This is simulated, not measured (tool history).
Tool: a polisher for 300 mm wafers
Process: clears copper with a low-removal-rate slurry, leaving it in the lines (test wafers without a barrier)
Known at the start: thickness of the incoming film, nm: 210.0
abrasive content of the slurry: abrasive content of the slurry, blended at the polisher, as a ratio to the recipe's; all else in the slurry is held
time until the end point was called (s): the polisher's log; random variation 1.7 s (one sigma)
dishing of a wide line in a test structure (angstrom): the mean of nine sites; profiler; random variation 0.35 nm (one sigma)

run	day	flow of slurry (ml/min)	pressure of the wafer on the pad (psi)	speed of the pad under the wafer (m/s)	abrasive content of the slurry	overpolish time after the end point (s)	time until the end point was called (s)	dishing of a wide line in a test structure (angstrom)
1	0	150	2.2	0.86	1	28	125.38	331.41
2	0.296	150	2.2	0.86	1	39	123.76	419.06
3	0.588	150	2.2	0.96	1	39	111.85	451
4	0.712	120	2.2	0.96	1	39	112.64	444.67
5	1.042	120	2.2	1.16	1	39	98.06	481.9
6	1.1	120	2	1.18	1	33	106.17	414.13
7	1.129	120	2	1.18	1	33	107.7	410.94
8	1.342	120	1.9	1.16	1	26	113.32	336.87
9	1.7	120	1.8	1.16	1	22	118.48	284.68

Estimate the outcome of run 10 from the log above:
10	1.812	120	1.6	1.16	1	18	?	?

time until the end point was called (s): 131.39
dishing of a wide line in a test structure (angstrom): 216.54

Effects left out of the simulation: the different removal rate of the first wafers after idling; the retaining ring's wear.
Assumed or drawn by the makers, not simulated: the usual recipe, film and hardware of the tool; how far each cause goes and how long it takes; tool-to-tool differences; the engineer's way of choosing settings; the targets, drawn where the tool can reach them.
